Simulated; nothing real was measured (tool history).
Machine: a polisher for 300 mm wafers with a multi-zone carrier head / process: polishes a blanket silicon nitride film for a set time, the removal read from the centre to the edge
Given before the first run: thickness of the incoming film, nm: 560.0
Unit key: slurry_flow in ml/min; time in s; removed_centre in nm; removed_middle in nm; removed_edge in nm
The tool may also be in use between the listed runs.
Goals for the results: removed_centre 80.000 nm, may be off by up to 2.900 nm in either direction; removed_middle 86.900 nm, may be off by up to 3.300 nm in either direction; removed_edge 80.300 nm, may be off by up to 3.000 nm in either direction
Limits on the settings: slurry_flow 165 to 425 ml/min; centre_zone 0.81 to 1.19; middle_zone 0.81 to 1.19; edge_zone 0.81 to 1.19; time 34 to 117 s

run 1 hour=0.0 | slurry_flow=275 centre_zone=1.00 middle_zone=1.00 edge_zone=1.00 time=75 | removed_centre=119.380 removed_middle=115.640 removed_edge=120.890
run 2 hour=6.7 | slurry_flow=275 centre_zone=1.00 middle_zone=1.08 edge_zone=1.00 time=75 | removed_centre=119.510 removed_middle=122.720 removed_edge=123.610
run 3 hour=9.6 | slurry_flow=275 centre_zone=1.06 middle_zone=1.08 edge_zone=1.00 time=75 | removed_centre=128.300 removed_middle=123.190 removed_edge=121.310
run 4 hour=11.1 | slurry_flow=275 centre_zone=1.06 middle_zone=1.08 edge_zone=1.00 time=62 | removed_centre=104.420 removed_middle=101.550 removed_edge=100.570
run 5 hour=15.3 | slurry_flow=275 centre_zone=1.04 middle_zone=1.08 edge_zone=0.96 time=59 | removed_centre=95.384 removed_middle=98.849 removed_edge=93.189
run 6 hour=22.0 | slurry_flow=275 centre_zone=1.04 middle_zone=1.08 edge_zone=0.89 time=59 | removed_centre=98.015 removed_middle=96.800 removed_edge=90.533
run 7 hour=27.1 | slurry_flow=260 centre_zone=0.94 middle_zone=1.08 edge_zone=0.84 time=50 | removed_centre=75.416 removed_middle=82.395 removed_edge=74.437
run 8 hour=32.1 | slurry_flow=260 centre_zone=0.94 middle_zone=1.08 edge_zone=0.84 time=50 | removed_centre=74.058 removed_middle=82.137 removed_edge=74.394
run 9 hour=38.3 | slurry_flow=275 centre_zone=0.95 middle_zone=1.08 edge_zone=0.86 time=50 | removed_centre=76.647 removed_middle=81.638 removed_edge=76.189
run 10 hour=44.0 | slurry_flow=275 centre_zone=0.96 middle_zone=1.09 edge_zone=0.87 time=50 | removed_centre=76.932 removed_middle=81.821 removed_edge=75.477

Which single option among these 5 for the next run brings every result within its allowed miss of target? Just one does.
run A hour=49.7 | slurry_flow=370 centre_zone=1.01 middle_zone=1.06 edge_zone=0.85 time=47 | removed_centre=? removed_middle=? removed_edge=?
run B hour=49.7 | slurry_flow=355 centre_zone=0.97 middle_zone=0.82 edge_zone=0.90 time=50 | removed_centre=? removed_middle=? removed_edge=?
run C hour=49.7 | slurry_flow=320 centre_zone=1.01 middle_zone=1.02 edge_zone=0.85 time=48 | removed_centre=? removed_middle=? removed_edge=?
run D hour=49.7 | slurry_flow=420 centre_zone=0.92 middle_zone=0.96 edge_zone=0.87 time=50 | removed_centre=? removed_middle=? removed_edge=?
run E hour=49.7 | slurry_flow=270 centre_zone=0.95 middle_zone=1.07 edge_zone=0.86 time=53 | removed_centre=? removed_middle=? removed_edge=?

move=A removed_centre=78.168 removed_middle=79.612 removed_edge=72.350
move=B removed_centre=79.435 removed_middle=72.415 removed_edge=78.805
move=C removed_centre=78.676 removed_middle=78.354 removed_edge=73.183
move=D removed_centre=76.470 removed_middle=80.494 removed_edge=78.381
move=E removed_centre=80.055 removed_middle=87.555 removed_edge=80.039
A: the biggest miss grows against the last run
B: brings the last run's worst result on target, with another outside its allowed miss
C: the biggest miss grows against the last run
D: brings the last run's worst result on target, with another outside its allowed miss
E: in spec on every target
The move that meets every target is E.

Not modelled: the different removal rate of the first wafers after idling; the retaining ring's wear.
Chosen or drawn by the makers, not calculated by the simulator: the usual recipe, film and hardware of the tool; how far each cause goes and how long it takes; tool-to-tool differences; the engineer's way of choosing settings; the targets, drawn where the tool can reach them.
